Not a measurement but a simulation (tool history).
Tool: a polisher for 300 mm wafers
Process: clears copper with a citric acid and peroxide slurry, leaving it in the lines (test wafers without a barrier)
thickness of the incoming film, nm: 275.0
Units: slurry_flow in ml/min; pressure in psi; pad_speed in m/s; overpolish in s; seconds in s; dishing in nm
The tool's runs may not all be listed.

run,day,slurry_flow,pressure,pad_speed,slurry_solids,overpolish,seconds,dishing
1,0,150,2.9,1.06,1,28,123.66,39.031
2,0.192,150,3.6,1.06,1,28,105.49,43.766
3,0.558,150,3,1.06,1,28,124.22,38.761
4,0.788,150,3.2,1.06,1,29,116.45,41.023
5,0.962,150,3.2,1.06,1,20,115.47,29.782
# day 1.05: slurry blender recalibrated
6,1.05,150,3.4,1.06,1,22,106.13,34.945
7,1.154,150,3.5,1.06,1,24,104.15,40.432

The next listed run, before its measurement:
8,1.233,150,3.6,1.06,1,25,?,?

{"run 8": {"seconds": 99.574, "dishing": 41.292}}
